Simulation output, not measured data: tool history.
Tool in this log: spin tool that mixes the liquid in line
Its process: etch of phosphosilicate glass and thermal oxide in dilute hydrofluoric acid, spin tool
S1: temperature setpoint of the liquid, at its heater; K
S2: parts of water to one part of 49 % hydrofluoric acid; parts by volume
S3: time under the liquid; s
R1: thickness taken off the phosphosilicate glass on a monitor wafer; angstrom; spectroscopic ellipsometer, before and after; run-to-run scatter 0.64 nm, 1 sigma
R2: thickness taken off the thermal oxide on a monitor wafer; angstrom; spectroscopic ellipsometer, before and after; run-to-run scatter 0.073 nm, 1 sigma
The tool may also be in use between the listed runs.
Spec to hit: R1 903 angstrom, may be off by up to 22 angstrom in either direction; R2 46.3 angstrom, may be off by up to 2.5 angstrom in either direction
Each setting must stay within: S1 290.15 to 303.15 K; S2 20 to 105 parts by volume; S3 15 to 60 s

run	hour	S1	S2	S3	R1	R2
1	0	295.15	55	30	388.98	20.251
2	4.3	297.65	45	30	535.31	27.221
3	6.2	297.65	55	30	429.87	21.87
4	14.4	299.15	45	30	565.13	29.818
5	22.1	300.15	40	30	669.51	34.759
6	28.8	303.15	40	30	763.31	38.582
7	34.4	303.15	35	30	866.43	43.7
8	39.6	302.65	35	30	852.03	43.327
9	45.5	303.15	30	30	1030.5	52.086
10	46.1	302.15	30	30	984.1	51.012
11	47	301.65	30	30	950.03	48.901
12	54.4	301.15	30	30	949.16	47.594
13	56.4	301.15	30	30	948.14	49.395
14	62.9	300.65	30	30	929.23	47.581

Below are 5 possible settings for the next run. Only one of them brings all results inside the allowed miss of their targets. Which is it?
A	69.4	297.15	30	35	?	?
B	69.4	300.65	40	40	?	?
C	69.4	290.15	30	50	?	?
D	69.4	295.15	35	45	?	?
E	69.4	302.65	20	20	?	?

move	R1	R2
A	943.92	48.145
B	918.88	46.867
C	999.29	50.969
D	949.56	48.432
E	1030.9	52.581
A: moves away from the targets compared with the last run
B: each result inside its tolerance
C: moves away from the targets compared with the last run
D: moves away from the targets compared with the last run
E: moves away from the targets compared with the last run
B meets every target.

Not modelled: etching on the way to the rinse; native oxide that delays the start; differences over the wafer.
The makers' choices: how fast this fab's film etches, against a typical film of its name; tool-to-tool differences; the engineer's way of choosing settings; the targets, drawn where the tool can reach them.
